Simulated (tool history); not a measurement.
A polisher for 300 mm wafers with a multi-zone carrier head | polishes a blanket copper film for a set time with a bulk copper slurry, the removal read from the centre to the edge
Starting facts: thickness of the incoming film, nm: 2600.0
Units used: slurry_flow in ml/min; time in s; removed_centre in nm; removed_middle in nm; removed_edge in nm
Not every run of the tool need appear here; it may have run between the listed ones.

run	day	slurry_flow	centre_zone	middle_zone	edge_zone	slurry_solids	time	removed_centre	removed_middle	removed_edge
1	0.000	135	1.00	1.00	1.00	1.0	36	211.31	212.82	205.65
2	0.267	135	1.04	1.00	1.00	1.0	36	225.99	213.77	212.94
3	0.554	135	1.11	1.00	1.00	1.0	36	237.43	211.70	213.87
4	0.900	135	1.11	1.00	1.00	0.8	36	229.49	203.91	200.58
5	1.021	135	1.18	1.00	1.00	0.8	36	245.10	205.05	196.49
6	1.138	150	1.18	1.00	1.00	0.8	36	245.49	207.11	204.81

For run 7, what comes out?
7	1.454	150	1.18	1.00	1.00	0.8	36	?	?	?

Run 7 produced removed_centre 251.87 nm, removed_middle 209.53 nm, removed_edge 205.79 nm.

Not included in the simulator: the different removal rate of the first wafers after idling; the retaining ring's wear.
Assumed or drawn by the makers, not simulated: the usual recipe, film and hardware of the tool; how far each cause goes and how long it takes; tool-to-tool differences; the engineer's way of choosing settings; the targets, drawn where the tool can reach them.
